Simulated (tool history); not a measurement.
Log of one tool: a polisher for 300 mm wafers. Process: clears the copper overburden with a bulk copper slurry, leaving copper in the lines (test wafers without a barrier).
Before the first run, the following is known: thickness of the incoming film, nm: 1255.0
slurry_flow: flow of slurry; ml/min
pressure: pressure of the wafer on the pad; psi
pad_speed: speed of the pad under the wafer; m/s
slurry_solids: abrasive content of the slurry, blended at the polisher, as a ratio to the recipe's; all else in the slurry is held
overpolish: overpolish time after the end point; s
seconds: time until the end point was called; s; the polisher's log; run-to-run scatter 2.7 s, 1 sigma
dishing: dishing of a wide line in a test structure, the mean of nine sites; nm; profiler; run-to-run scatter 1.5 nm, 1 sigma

run,hour,slurry_flow,pressure,pad_speed,slurry_solids,overpolish,seconds,dishing
1,0.0,315,2.8,1.04,1.0,22,146.97,76.747
2,1.1,315,2.6,1.04,1.0,23,156.48,75.582
3,2.1,315,2.6,1.04,1.0,30,154.78,84.013
4,5.5,315,2.6,0.80,1.0,30,194.51,75.781
# hour 13.0: slurry nozzle cleaned
5,13.0,315,2.9,0.80,1.0,30,174.12,83.918
6,19.6,315,2.8,0.80,1.0,28,180.91,78.331
7,21.7,315,2.8,0.80,1.0,27,177.82,76.139
8,26.5,315,2.8,0.80,1.0,27,181.82,77.733

Expected results for the next run?
9,29.2,315,2.8,0.80,1.0,26,?,?

seconds: 178.38 s
dishing: 72.278 nm

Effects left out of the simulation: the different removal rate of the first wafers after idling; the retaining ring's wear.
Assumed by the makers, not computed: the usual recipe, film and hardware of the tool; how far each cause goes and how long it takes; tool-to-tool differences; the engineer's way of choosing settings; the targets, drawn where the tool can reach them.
